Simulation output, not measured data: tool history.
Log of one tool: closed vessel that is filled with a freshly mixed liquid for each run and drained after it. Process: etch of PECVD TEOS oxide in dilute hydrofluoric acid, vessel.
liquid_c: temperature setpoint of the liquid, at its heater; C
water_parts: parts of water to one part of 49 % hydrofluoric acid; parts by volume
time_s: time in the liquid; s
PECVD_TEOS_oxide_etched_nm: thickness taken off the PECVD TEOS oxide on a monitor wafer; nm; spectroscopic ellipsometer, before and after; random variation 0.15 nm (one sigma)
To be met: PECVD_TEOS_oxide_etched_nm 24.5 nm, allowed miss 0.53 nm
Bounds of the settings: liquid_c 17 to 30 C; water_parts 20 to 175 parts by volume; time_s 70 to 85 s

| run | hour | liquid_c | water_parts | time_s | PECVD_TEOS_oxide_etched_nm |
|---|---|---|---|---|---|
| 1 | 0 | 22 | 95 | 85 | 12.042 |
| 2 | 3.3 | 24 | 85 | 85 | 14.769 |
| 3 | 5.4 | 25.5 | 80 | 85 | 16.709 |
| 4 | 12.7 | 25.5 | 80 | 85 | 16.954 |
| 5 | 14.3 | 25.5 | 80 | 70 | 13.902 |
| 6 | 21.1 | 27 | 80 | 70 | 14.645 |
| 7 | 22.7 | 27.5 | 70 | 70 | 17.501 |
| 8 | 27.8 | 27.5 | 70 | 70 | 17.223 |
|  | 28.3 | thermometer replaced |
| 9 | 28.3 | 30 | 45 | 70 | 32.813 |
| 10 | 30.1 | 28.5 | 45 | 70 | 30.985 |
| 11 | 37.5 | 26 | 45 | 70 | 27.52 |

Which of these 5 next moves meets every target?
| A | 44.9 | 24.5 | 60 | 85 | ? |
| B | 44.9 | 24 | 50 | 75 | ? |
| C | 44.9 | 28.5 | 55 | 85 | ? |
| D | 44.9 | 25.5 | 45 | 75 | ? |
| E | 44.9 | 24.5 | 40 | 75 | ? |

| move | PECVD_TEOS_oxide_etched_nm |
|---|---|
| A | 23.582 |
| B | 24.79 |
| C | 30.412 |
| D | 29.49 |
| E | 32.06 |
A: takes the result that was furthest off past its target
B: meets every target
C: further off than the last run
D: further off than the last run
E: further off than the last run
Answer: B
